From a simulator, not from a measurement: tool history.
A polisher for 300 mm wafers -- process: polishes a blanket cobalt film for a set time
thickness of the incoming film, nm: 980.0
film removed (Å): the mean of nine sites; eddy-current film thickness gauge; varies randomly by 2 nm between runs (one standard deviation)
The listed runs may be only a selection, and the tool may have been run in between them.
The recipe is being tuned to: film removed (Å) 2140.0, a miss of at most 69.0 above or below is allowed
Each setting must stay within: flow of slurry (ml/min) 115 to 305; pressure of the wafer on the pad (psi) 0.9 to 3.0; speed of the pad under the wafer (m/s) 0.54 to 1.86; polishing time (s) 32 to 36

run,hour,flow of slurry (ml/min),pressure of the wafer on the pad (psi),speed of the pad under the wafer (m/s),polishing time (s),film removed (Å)
1,0.0,195,1.9,1.18,36,2437.3
2,6.0,195,1.9,1.06,36,2219.3
3,14.0,195,1.9,1.18,36,2438.4
4,20.6,195,1.9,1.38,36,2779.9
5,28.2,195,2.4,1.38,36,3260.4
6,30.8,195,2.4,1.38,32,2871.6
7,31.8,190,2.2,1.38,32,2717.9
8,38.3,185,2.0,1.38,32,2535.0
9,46.8,180,1.9,1.38,32,2453.7

4 candidate next runs follow, results not yet known. Just one meets every target within its allowed miss. Identify it.
A,55.3,230,1.5,1.34,36,?
B,55.3,165,2.0,1.18,34,?
C,55.3,220,1.7,1.10,36,?
D,55.3,130,1.5,1.54,35,?

move,film removed (Å)
A,2417.4
B,2341.1
C,2195.3
D,2403.7
A: moves toward the targets from the last run without getting all of them in spec
B: moves toward the targets from the last run without getting all of them in spec
C: all results in spec
D: moves toward the targets from the last run without getting all of them in spec
C meets every target.
